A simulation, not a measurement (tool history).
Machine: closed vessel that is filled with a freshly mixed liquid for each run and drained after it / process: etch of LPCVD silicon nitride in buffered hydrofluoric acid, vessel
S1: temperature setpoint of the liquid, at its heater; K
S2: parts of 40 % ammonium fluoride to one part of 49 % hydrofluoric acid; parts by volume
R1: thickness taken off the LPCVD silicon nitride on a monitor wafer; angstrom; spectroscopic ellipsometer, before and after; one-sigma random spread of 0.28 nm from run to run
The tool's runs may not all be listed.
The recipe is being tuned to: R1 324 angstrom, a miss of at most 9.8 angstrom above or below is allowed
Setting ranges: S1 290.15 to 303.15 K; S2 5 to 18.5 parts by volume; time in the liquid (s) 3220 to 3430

run 1 hour=0 | S1=295.15 S2=11.5 time_in_the_liquid_(s)=3220 | R1=383.97
run 2 hour=5.9 | S1=296.65 S2=11.5 time_in_the_liquid_(s)=3220 | R1=416.63
run 3 hour=11.2 | S1=295.65 S2=11.5 time_in_the_liquid_(s)=3220 | R1=392.13
run 4 hour=16.3 | S1=294.65 S2=11.5 time_in_the_liquid_(s)=3220 | R1=370.13
run 5 hour=20.9 | S1=294.15 S2=11.5 time_in_the_liquid_(s)=3220 | R1=360.85
run 6 hour=25.2 | S1=294.15 S2=11.5 time_in_the_liquid_(s)=3220 | R1=370.76
run 7 hour=30.1 | S1=293.15 S2=11.5 time_in_the_liquid_(s)=3220 | R1=345.34
run 8 hour=36.5 | S1=292.65 S2=11.5 time_in_the_liquid_(s)=3220 | R1=337.38

Consider the 5 candidate settings below. Which is the only one whose results all fall within their allowed miss of target?
run A hour=42.9 | S1=292.65 S2=11 time_in_the_liquid_(s)=3220 | R1=?
run B hour=42.9 | S1=292.15 S2=11.5 time_in_the_liquid_(s)=3405 | R1=?
run C hour=42.9 | S1=293.15 S2=12 time_in_the_liquid_(s)=3420 | R1=?
run D hour=42.9 | S1=292.15 S2=11 time_in_the_liquid_(s)=3395 | R1=?
run E hour=42.9 | S1=295.15 S2=14.5 time_in_the_liquid_(s)=3360 | R1=?

move=A R1=352.05
move=B R1=346.57
move=C R1=353.21
move=D R1=360.88
move=E R1=322.19
A: lands further from the targets than the last run did
B: lands further from the targets than the last run did
C: lands further from the targets than the last run did
D: lands further from the targets than the last run did
E: all results land within tolerance of their targets
Correct choice: E, which meets every target
